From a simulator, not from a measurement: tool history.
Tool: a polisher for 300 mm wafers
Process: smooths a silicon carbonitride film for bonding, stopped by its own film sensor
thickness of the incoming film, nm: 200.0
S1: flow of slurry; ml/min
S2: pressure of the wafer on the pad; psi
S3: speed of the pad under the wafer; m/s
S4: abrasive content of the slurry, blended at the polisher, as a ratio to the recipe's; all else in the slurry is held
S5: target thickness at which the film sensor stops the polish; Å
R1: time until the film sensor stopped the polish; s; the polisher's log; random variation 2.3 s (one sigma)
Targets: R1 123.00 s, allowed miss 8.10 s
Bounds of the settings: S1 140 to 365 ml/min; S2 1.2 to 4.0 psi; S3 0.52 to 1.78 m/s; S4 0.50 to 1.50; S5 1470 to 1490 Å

Run 1, day 0.000: S1 235 ml/min, S2 2.6 psi, S3 1.14 m/s, S4 1.00, S5 1490 Å. Result: R1 166.40 s.
Run 2, day 0.321: S1 235 ml/min, S2 2.6 psi, S3 1.14 m/s, S4 1.20, S5 1490 Å. Result: R1 149.96 s.
Run 3, day 0.667: S1 235 ml/min, S2 2.6 psi, S3 1.14 m/s, S4 1.20, S5 1470 Å. Result: R1 151.22 s.
Run 4, day 1.042: S1 235 ml/min, S2 2.7 psi, S3 1.14 m/s, S4 1.20, S5 1470 Å. Result: R1 151.93 s.
Run 5, day 1.217: S1 235 ml/min, S2 2.8 psi, S3 1.16 m/s, S4 1.20, S5 1470 Å. Result: R1 142.54 s.
Run 6, day 1.283: S1 235 ml/min, S2 2.8 psi, S3 1.16 m/s, S4 1.10, S5 1470 Å. Result: R1 153.09 s.
Run 7, day 1.433: S1 235 ml/min, S2 2.9 psi, S3 1.18 m/s, S4 1.10, S5 1470 Å. Result: R1 141.24 s.
Run 8, day 1.675: S1 235 ml/min, S2 3.0 psi, S3 1.18 m/s, S4 1.10, S5 1470 Å. Result: R1 145.18 s.
Run 9, day 1.758: S1 235 ml/min, S2 3.1 psi, S3 1.20 m/s, S4 1.10, S5 1470 Å. Result: R1 135.12 s.

Which of these 4 next moves meets every target?
Run A, day 1.842: S1 245 ml/min, S2 3.2 psi, S3 1.30 m/s, S4 1.30, S5 1490 Å. Result: R1 ?.
Run B, day 1.842: S1 205 ml/min, S2 3.7 psi, S3 0.84 m/s, S4 1.15, S5 1470 Å. Result: R1 ?.
Run C, day 1.842: S1 245 ml/min, S2 3.3 psi, S3 1.16 m/s, S4 1.10, S5 1490 Å. Result: R1 ?.
Run D, day 1.842: S1 205 ml/min, S2 3.6 psi, S3 0.96 m/s, S4 0.95, S5 1470 Å. Result: R1 ?.

move      R1
   A  111.19
   B  137.49
   C  126.00
   D  149.43
A: takes the result that was furthest off past its target
B: further off than the last run
C: meets every target
D: further off than the last run
Move C is the one to make.
